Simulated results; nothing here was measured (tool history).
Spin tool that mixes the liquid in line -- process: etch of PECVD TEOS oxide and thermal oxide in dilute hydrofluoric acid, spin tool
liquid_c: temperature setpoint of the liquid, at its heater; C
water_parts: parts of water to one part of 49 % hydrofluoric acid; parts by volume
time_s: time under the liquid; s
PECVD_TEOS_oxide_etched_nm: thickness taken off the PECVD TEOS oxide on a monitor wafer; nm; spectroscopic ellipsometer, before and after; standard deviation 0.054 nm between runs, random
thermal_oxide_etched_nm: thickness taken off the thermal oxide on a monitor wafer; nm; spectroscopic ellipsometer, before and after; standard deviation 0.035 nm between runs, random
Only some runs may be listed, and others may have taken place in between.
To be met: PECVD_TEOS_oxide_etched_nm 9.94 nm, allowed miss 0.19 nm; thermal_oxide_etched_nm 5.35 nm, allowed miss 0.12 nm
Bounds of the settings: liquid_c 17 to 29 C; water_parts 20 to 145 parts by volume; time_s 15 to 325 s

run	hour	liquid_c	water_parts	time_s	PECVD_TEOS_oxide_etched_nm	thermal_oxide_etched_nm
1	0	21	80	165	16.974	9.1344
2	1	21	95	165	13.907	7.5303
3	6.1	19	95	165	13.007	6.9375
4	6.9	18.5	100	165	12.003	6.5101
5	7.8	18.5	130	165	8.9693	4.7932
# hour 11.8: hydrofluoric acid flow meter replaced
6	11.8	19	130	165	8.4831	4.5863
7	20.3	20.5	130	165	9.0148	4.8782
8	29	21	130	165	9.3049	4.937
9	34.2	21.5	130	165	9.3544	5.033
10	36.5	22	130	165	9.5334	5.2023

Exercise: of the 4 proposed moves below, exactly one satisfies all targets within the stated allowed misses. Which move is it?
A	38.8	24	125	145	?	?
B	38.8	17	110	175	?	?
C	38.8	19.5	120	180	?	?
D	38.8	21	135	175	?	?

move	PECVD_TEOS_oxide_etched_nm	thermal_oxide_etched_nm
A	9.4677	5.0939
B	9.9476	5.3521
C	10.292	5.5374
D	9.2963	5.0017
A: moves away from the targets compared with the last run
B: hits every target within its allowed miss
C: pushes the last run's worst result past its target
D: moves away from the targets compared with the last run
Go with B: it meets all targets.
